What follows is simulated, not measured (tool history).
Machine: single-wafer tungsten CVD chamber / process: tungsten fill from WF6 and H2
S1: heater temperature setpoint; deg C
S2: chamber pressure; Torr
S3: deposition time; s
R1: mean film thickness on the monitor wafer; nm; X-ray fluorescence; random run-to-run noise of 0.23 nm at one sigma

| run | hour | S1 | S2 | S3 | R1 |
|---|---|---|---|---|---|
| 1 | 0.0 | 385 | 47.9 | 24.2 | 61.931 |
| 2 | 0.9 | 396 | 47.9 | 24.2 | 74.612 |
| 3 | 7.0 | 397 | 48.0 | 24.2 | 76.138 |
| 4 | 10.7 | 397 | 48.0 | 24.2 | 75.982 |
| 5 | 15.1 | 389 | 48.0 | 24.2 | 66.536 |
| 6 | 18.3 | 389 | 42.6 | 24.2 | 64.193 |

Run 7 comes next. What will it give?
| 7 | 21.8 | 393 | 42.9 | 24.2 | ? |

{"run 7": {"R1": 68.468}}
